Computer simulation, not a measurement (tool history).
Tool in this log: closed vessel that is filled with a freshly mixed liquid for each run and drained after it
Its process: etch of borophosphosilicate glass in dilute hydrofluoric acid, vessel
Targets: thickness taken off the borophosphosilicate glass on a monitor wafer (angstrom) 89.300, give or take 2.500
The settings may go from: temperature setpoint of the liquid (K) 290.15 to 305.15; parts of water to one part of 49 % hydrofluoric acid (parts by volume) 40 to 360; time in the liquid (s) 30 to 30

run	hour	temperature setpoint of the liquid (K)	parts of water to one part of 49 % hydrofluoric acid (parts by volume)	time in the liquid (s)	thickness taken off the borophosphosilicate glass on a monitor wafer (angstrom)
1	0.0	297.15	200	30	51.767
2	2.5	299.65	185	30	62.838
3	10.8	301.15	175	30	70.382
4	14.8	302.65	170	30	77.735
5	23.1	302.65	170	30	76.533
6	24.7	302.65	200	30	63.078
7	27.7	302.65	200	30	62.776
8	32.6	303.65	185	30	72.441

Below are 5 possible settings for the next run. Only one of them brings all results inside the allowed miss of their targets. Which is it?
A	37.5	302.15	155	30	?
B	37.5	304.15	165	30	?
C	37.5	303.65	170	30	?
D	37.5	303.15	145	30	?
E	37.5	303.65	155	30	?

move	thickness taken off the borophosphosilicate glass on a monitor wafer (angstrom)
A	84.915
B	84.565
C	80.125
D	95.338
E	89.612
A: moves toward the targets from the last run without getting all of them in spec
B: moves toward the targets from the last run without getting all of them in spec
C: moves toward the targets from the last run without getting all of them in spec
D: takes the result that was furthest off past its target
E: in spec on every target
Move E is the one to make.
